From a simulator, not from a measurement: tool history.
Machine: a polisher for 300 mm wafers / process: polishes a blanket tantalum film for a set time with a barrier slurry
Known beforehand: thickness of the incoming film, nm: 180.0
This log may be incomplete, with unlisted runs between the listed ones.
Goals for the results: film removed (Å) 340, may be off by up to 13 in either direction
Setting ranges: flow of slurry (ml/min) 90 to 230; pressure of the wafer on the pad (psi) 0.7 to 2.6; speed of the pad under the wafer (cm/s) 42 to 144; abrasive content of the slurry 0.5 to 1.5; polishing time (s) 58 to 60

run  hour  flow of slurry (ml/min)  pressure of the wafer on the pad (psi)  speed of the pad under the wafer (cm/s)  abrasive content of the slurry  polishing time (s)  film removed (Å)
  1     0                      150                                     1.6                                       92                               1                  58            600.33
  2   0.7                      150                                     1.6                                       92                            1.15                  58            612.02
  3   6.6                      150                                     1.6                                      112                            1.15                  58            709.65
  4  13.2                      150                                       2                                      112                            1.15                  58            892.14
  5  14.7                      150                                     1.8                                      108                            1.15                  58             764.9
  6  18.9                      150                                     1.6                                      104                            1.15                  58            674.95
  7    20                      150                                     1.5                                      100                            1.15                  58            611.18
     28.1  -- worn pad replaced by a new one
  8  28.1                      140                                       1                                       90                            1.15                  58            410.19

5 next moves are on the table. One of them brings every result within its allowed miss. Which?
  A  36.2                      130                                     1.2                                       62                               1                  58                 ?
  B  36.2                      145                                     0.8                                       88                            1.25                  58                 ?
  C  36.2                      130                                       1                                       94                            1.25                  60                 ?
  D  36.2                      135                                     1.2                                       86                            1.25                  60                 ?
  E  36.2                      160                                       1                                       74                             1.1                  58                 ?

move  film removed (Å)
   A             360.7
   B            334.91
   C            438.13
   D            494.63
   E            362.49
A: moves toward the targets from the last run without getting all of them in spec
B: meets every target
C: further off than the last run
D: further off than the last run
E: moves toward the targets from the last run without getting all of them in spec
The move that meets every target is B.

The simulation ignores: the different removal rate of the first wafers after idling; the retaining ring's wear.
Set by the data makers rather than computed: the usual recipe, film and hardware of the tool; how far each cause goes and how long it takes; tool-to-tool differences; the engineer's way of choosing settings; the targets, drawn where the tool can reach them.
